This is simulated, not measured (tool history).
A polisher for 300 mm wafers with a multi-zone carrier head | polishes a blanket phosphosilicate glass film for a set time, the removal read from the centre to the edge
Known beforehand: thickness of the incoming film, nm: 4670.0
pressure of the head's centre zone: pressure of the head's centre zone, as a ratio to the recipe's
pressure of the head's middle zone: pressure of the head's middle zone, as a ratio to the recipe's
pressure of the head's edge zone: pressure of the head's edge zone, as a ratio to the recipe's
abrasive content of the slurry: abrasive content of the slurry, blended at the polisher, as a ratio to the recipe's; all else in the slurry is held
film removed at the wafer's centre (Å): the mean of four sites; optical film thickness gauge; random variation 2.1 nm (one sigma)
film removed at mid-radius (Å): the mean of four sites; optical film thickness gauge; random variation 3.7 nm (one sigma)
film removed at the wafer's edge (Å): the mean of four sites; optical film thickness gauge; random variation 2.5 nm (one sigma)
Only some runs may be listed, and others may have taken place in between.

run  hour  flow of slurry (ml/min)  pressure of the head's centre zone  pressure of the head's middle zone  pressure of the head's edge zone  abrasive content of the slurry  polishing time (s)  film removed at the wafer's centre (Å)  film removed at mid-radius (Å)  film removed at the wafer's edge (Å)
  1     0                      310                                   1                                   1                                 1                               1                  54                                  3862.4                          3888.1                                3801.7
  2   8.3                      310                                   1                                   1                                 1                               1                  47                                    3361                          3388.2                                3295.6
  3  13.8                      310                                   1                                   1                                 1                            0.85                  47                                  3119.2                          3134.1                                  3164
  4    16                      310                                0.94                                   1                                 1                            0.85                  47                                  2951.7                          3166.8                                3139.6
  5  22.3                      310                                   1                                   1                                 1                            0.85                  47                                    3119                          3204.6                                3139.6
  6  26.4                      355                                   1                                   1                                 1                            0.85                  47                                  3181.4                          3170.6                                3145.2
  7  29.6                      345                                0.99                                0.98                                 1                            0.85                  47                                  3113.3                          3126.7                                3113.6
  8  35.8                      335                                0.98                                0.96                              1.01                            0.85                  47                                  3084.2                          3064.8                                3151.3
  9  40.5                      335                                0.98                                0.96                              1.01                            0.85                  47                                  3086.4                          3147.7                                3186.3
 10  48.9                      330                                0.98                                0.93                              1.01                            0.85                  47                                  3101.4                          2942.7                                3160.1
 11  53.3                      325                                0.97                                0.93                              1.01                            0.85                  47                                  3058.1                          3006.2                                3203.3

Forecast run 12:
 12  60.1                      325                                0.96                                0.92                                 1                            0.85                  47                                       ?                               ?                                     ?

{"run 12": {"film removed at the wafer's centre (Å)": 3080.2, "film removed at mid-radius (Å)": 2949.9, "film removed at the wafer's edge (Å)": 3142.2}}

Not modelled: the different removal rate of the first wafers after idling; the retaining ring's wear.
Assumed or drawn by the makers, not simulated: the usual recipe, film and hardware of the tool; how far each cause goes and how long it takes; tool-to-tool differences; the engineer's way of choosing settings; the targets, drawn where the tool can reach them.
